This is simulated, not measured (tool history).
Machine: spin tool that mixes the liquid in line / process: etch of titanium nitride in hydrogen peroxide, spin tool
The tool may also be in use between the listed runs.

| run | hour | temperature setpoint of the liquid (C) | concentration of hydrogen peroxide in the mixed liquid (% by weight) | time under the liquid (s) | thickness taken off the titanium nitride on a monitor wafer (Å) |
|---|---|---|---|---|---|
| 1 | 0.0 | 47 | 18 | 285 | 159.53 |
| 2 | 6.6 | 47 | 18 | 285 | 160.80 |
| 3 | 9.2 | 47 | 18 | 285 | 159.36 |
| 4 | 16.4 | 47 | 21 | 285 | 165.88 |
| 5 | 23.8 | 48 | 21 | 285 | 179.62 |
| 6 | 30.0 | 48 | 24 | 285 | 185.78 |

The next listed run, before its measurement:
| 7 | 34.1 | 48 | 24 | 285 | ? |

Run 7 came out at thickness taken off the titanium nitride on a monitor wafer (Å) 182.12.
